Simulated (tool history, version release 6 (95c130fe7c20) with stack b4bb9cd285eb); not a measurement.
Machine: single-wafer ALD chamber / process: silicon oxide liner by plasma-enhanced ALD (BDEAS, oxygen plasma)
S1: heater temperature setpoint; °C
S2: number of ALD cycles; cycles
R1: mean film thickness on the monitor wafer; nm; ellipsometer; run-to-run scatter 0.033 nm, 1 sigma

{"run": 1, "hour": 0.0, "S1": 320, "S2": 86, "R1": 7.3233}
{"run": 2, "hour": 4.4, "S1": 320, "S2": 78, "R1": 6.6567}
{"run": 3, "hour": 13.3, "S1": 320, "S2": 85, "R1": 7.24}
{"run": 4, "hour": 15.7, "S1": 320, "S2": 75, "R1": 6.4257}
{"run": 5, "hour": 18.6, "S1": 319, "S2": 84, "R1": 7.2278}
{"run": 6, "hour": 27.1, "S1": 317, "S2": 90, "R1": 7.7147}

Run 7 is up next; what results do you expect?
{"run": 7, "hour": 28.6, "S1": 317, "S2": 90, "R1": "?"}

For run 7 the tool returned R1 7.7646 nm.
